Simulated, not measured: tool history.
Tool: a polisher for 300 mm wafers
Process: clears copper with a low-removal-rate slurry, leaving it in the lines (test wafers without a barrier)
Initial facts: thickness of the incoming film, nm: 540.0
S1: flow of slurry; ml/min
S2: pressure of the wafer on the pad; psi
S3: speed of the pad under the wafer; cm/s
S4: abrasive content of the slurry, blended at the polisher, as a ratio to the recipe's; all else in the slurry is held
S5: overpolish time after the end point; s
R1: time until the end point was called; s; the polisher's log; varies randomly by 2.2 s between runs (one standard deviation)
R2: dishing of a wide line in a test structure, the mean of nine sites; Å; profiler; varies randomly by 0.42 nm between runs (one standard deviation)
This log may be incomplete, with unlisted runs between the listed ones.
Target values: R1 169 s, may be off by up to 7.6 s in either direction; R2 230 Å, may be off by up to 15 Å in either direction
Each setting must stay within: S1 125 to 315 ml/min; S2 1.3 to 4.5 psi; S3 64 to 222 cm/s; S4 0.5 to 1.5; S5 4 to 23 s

{"run": 1, "hour": 0.0, "S1": 205, "S2": 2.9, "S3": 142, "S4": 1, "S5": 12, "R1": 127.05, "R2": 366.88}
{"run": 2, "hour": 1.9, "S1": 205, "S2": 2.9, "S3": 142, "S4": 1, "S5": 8, "R1": 125.58, "R2": 250.15}
{"run": 3, "hour": 5.4, "S1": 245, "S2": 2.9, "S3": 142, "S4": 1, "S5": 8, "R1": 121.65, "R2": 251.13}
{"run": 4, "hour": 11.3, "S1": 245, "S2": 2.9, "S3": 142, "S4": 1, "S5": 11, "R1": 122.47, "R2": 332.65}
{"run": 5, "hour": 16.3, "S1": 245, "S2": 2.8, "S3": 142, "S4": 1, "S5": 11, "R1": 126.01, "R2": 332.52}
{"run": 6, "hour": 19.2, "S1": 245, "S2": 2.7, "S3": 142, "S4": 1, "S5": 11, "R1": 131.73, "R2": 316.06}
{"run": 7, "hour": 19.8, "S1": 245, "S2": 2.6, "S3": 142, "S4": 1, "S5": 11, "R1": 134.99, "R2": 307.76}
{"run": 8, "hour": 24.4, "S1": 240, "S2": 1.8, "S3": 140, "S4": 1, "S5": 10, "R1": 194.76, "R2": 200.5}
{"run": 9, "hour": 26.0, "S1": 250, "S2": 2, "S3": 140, "S4": 1, "S5": 10, "R1": 177.62, "R2": 223.32}

Below are 4 possible settings for the next run. Only one of them brings all results inside the allowed miss of their targets. Which is it?
{"run": "A", "hour": 27.6, "S1": 235, "S2": 2, "S3": 126, "S4": 0.95, "S5": 12, "R1": "?", "R2": "?"}
{"run": "B", "hour": 27.6, "S1": 240, "S2": 2.3, "S3": 132, "S4": 0.95, "S5": 10, "R1": "?", "R2": "?"}
{"run": "C", "hour": 27.6, "S1": 255, "S2": 2, "S3": 144, "S4": 0.8, "S5": 9, "R1": "?", "R2": "?"}
{"run": "D", "hour": 27.6, "S1": 275, "S2": 2.1, "S3": 118, "S4": 1.1, "S5": 11, "R1": "?", "R2": "?"}

move=A R1=198.36 R2=226.39
move=B R1=165.71 R2=227.37
move=C R1=178.74 R2=192.04
move=D R1=193.8 R2=214.36
A: further off than the last run
B: all results in spec
C: further off than the last run
D: further off than the last run
Answer: B
